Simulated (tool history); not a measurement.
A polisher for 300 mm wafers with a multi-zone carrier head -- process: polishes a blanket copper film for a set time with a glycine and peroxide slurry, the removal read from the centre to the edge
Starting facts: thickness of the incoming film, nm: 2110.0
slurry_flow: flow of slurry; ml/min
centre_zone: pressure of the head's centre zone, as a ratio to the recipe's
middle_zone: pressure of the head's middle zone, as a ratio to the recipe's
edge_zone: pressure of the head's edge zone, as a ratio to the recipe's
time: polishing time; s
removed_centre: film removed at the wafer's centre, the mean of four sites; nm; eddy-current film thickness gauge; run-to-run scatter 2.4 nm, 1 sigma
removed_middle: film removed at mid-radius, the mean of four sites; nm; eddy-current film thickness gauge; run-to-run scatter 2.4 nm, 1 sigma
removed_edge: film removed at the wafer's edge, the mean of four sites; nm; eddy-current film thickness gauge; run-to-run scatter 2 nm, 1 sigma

run 1 hour=0.0 | slurry_flow=255 centre_zone=1.00 middle_zone=1.00 edge_zone=1.00 time=55 | removed_centre=316.38 removed_middle=342.73 removed_edge=345.77
run 2 hour=0.6 | slurry_flow=250 centre_zone=1.01 middle_zone=0.99 edge_zone=0.98 time=55 | removed_centre=320.38 removed_middle=339.09 removed_edge=337.36
run 3 hour=8.8 | slurry_flow=245 centre_zone=1.02 middle_zone=0.98 edge_zone=0.97 time=55 | removed_centre=322.32 removed_middle=337.43 removed_edge=340.40
run 4 hour=13.2 | slurry_flow=310 centre_zone=1.02 middle_zone=0.98 edge_zone=0.97 time=55 | removed_centre=328.50 removed_middle=348.78 removed_edge=345.98
run 5 hour=15.6 | slurry_flow=300 centre_zone=1.03 middle_zone=0.97 edge_zone=0.95 time=55 | removed_centre=335.43 removed_middle=342.36 removed_edge=343.58
run 6 hour=22.0 | slurry_flow=325 centre_zone=1.03 middle_zone=0.97 edge_zone=0.95 time=55 | removed_centre=334.66 removed_middle=347.87 removed_edge=343.25
run 7 hour=24.2 | slurry_flow=315 centre_zone=1.03 middle_zone=0.96 edge_zone=0.93 time=55 | removed_centre=334.47 removed_middle=340.86 removed_edge=339.79

Predict the results of run 8:
run 8 hour=25.7 | slurry_flow=305 centre_zone=1.03 middle_zone=0.95 edge_zone=0.91 time=55 | removed_centre=? removed_middle=? removed_edge=?

{"run 8": {"removed_centre": 330.8, "removed_middle": 336.73, "removed_edge": 333.44}}
